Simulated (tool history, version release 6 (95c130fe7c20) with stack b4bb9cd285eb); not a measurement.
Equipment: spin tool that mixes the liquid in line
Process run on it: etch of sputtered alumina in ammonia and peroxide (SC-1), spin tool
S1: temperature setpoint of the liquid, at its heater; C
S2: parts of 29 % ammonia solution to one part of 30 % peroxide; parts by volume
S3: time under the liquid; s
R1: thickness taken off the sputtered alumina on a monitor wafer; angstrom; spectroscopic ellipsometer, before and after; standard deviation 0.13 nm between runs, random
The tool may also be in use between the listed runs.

run,hour,S1,S2,S3,R1
1,0,54,0.55,260,128.72
2,6.5,55.5,0.55,260,140.17
3,15.3,55.5,0.55,285,151.68
4,22.5,53,0.55,285,132.84
5,24.5,54,0.55,285,142.72
6,26.4,55,0.55,285,149.29
7,35.1,55.5,0.55,285,152.09

What will run 8 give?
8,40.6,56,0.55,285,?

Logged for run 8: R1 156.23 angstrom.

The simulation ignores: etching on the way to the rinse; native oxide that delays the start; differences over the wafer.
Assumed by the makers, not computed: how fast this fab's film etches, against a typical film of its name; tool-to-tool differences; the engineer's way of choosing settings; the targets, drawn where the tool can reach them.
